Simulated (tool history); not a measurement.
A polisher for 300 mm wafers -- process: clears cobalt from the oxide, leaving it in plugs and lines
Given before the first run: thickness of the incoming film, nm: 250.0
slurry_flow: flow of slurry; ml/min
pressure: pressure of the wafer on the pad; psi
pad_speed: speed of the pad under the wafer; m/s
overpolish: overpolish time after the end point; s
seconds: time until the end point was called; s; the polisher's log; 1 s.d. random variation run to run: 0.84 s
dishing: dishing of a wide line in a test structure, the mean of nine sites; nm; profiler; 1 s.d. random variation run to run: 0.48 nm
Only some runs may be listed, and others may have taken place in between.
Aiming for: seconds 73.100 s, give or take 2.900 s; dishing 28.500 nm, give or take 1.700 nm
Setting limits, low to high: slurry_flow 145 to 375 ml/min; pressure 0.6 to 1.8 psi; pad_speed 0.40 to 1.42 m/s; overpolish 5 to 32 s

Run 1, hour 0.0: slurry_flow 240 ml/min, pressure 1.2 psi, pad_speed 0.90 m/s, overpolish 16 s. Result: seconds 98.309 s, dishing 29.925 nm.
Run 2, hour 1.8: slurry_flow 240 ml/min, pressure 1.2 psi, pad_speed 0.90 m/s, overpolish 15 s. Result: seconds 99.558 s, dishing 28.853 nm.
Run 3, hour 7.2: slurry_flow 240 ml/min, pressure 1.2 psi, pad_speed 0.90 m/s, overpolish 14 s. Result: seconds 98.706 s, dishing 27.104 nm.
Run 4, hour 12.3: slurry_flow 240 ml/min, pressure 1.2 psi, pad_speed 1.04 m/s, overpolish 14 s. Result: seconds 85.860 s, dishing 29.799 nm.
Run 5, hour 21.3: slurry_flow 245 ml/min, pressure 1.3 psi, pad_speed 1.04 m/s, overpolish 12 s. Result: seconds 78.785 s, dishing 28.473 nm.
Run 6, hour 24.5: slurry_flow 185 ml/min, pressure 1.3 psi, pad_speed 1.04 m/s, overpolish 12 s. Result: seconds 83.724 s, dishing 27.393 nm.
Run 7, hour 25.8: slurry_flow 190 ml/min, pressure 1.3 psi, pad_speed 1.04 m/s, overpolish 12 s. Result: seconds 82.327 s, dishing 28.039 nm.
Run 8, hour 30.8: slurry_flow 225 ml/min, pressure 1.4 psi, pad_speed 1.04 m/s, overpolish 10 s. Result: seconds 74.589 s, dishing 25.982 nm.

Which one of the following 5 next-run settings gets every result inside its allowed miss? There is exactly one.
Run A, hour 35.8: slurry_flow 235 ml/min, pressure 1.4 psi, pad_speed 1.00 m/s, overpolish 10 s. Result: seconds ?, dishing ?.
Run B, hour 35.8: slurry_flow 225 ml/min, pressure 1.4 psi, pad_speed 1.08 m/s, overpolish 11 s. Result: seconds ?, dishing ?.
Run C, hour 35.8: slurry_flow 220 ml/min, pressure 1.2 psi, pad_speed 1.22 m/s, overpolish 8 s. Result: seconds ?, dishing ?.
Run D, hour 35.8: slurry_flow 225 ml/min, pressure 1.4 psi, pad_speed 0.98 m/s, overpolish 14 s. Result: seconds ?, dishing ?.
Run E, hour 35.8: slurry_flow 200 ml/min, pressure 1.5 psi, pad_speed 1.02 m/s, overpolish 13 s. Result: seconds ?, dishing ?.

move  seconds  dishing
   A   77.729   25.169
   B   72.601   28.485
   C   75.223   21.630
   D   79.691   31.720
   E   72.907   32.030
A: misses by more than the last run did
B: every result lands within tolerance
C: misses by more than the last run did
D: takes the biggest miss from the last run beyond its target
E: takes the biggest miss from the last run beyond its target
Correct choice: B, which meets every target
